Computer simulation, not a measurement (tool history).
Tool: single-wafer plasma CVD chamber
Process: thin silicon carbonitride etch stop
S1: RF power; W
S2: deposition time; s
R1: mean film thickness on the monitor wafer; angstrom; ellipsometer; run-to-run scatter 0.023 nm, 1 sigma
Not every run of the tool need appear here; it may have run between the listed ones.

{"run": 1, "day": 0.0, "S1": 225, "S2": 20.7, "R1": 121.85}
{"run": 2, "day": 0.254, "S1": 225, "S2": 23.4, "R1": 137.93}
{"run": 3, "day": 0.45, "S1": 210, "S2": 23.4, "R1": 133.85}
{"run": 4, "day": 0.733, "S1": 200, "S2": 21.9, "R1": 123.0}
{"run": 5, "day": 0.925, "S1": 190, "S2": 20.9, "R1": 115.68}
{"run": 6, "day": 1.104, "S1": 190, "S2": 19.7, "R1": 108.98}
{"run": 7, "day": 1.225, "S1": 185, "S2": 19.3, "R1": 105.36}

Run 8, settings as shown, results not yet in. Your forecast:
{"run": 8, "day": 1.429, "S1": 180, "S2": 19.1, "R1": "?"}

Run 8 came out at R1 103.03 angstrom.

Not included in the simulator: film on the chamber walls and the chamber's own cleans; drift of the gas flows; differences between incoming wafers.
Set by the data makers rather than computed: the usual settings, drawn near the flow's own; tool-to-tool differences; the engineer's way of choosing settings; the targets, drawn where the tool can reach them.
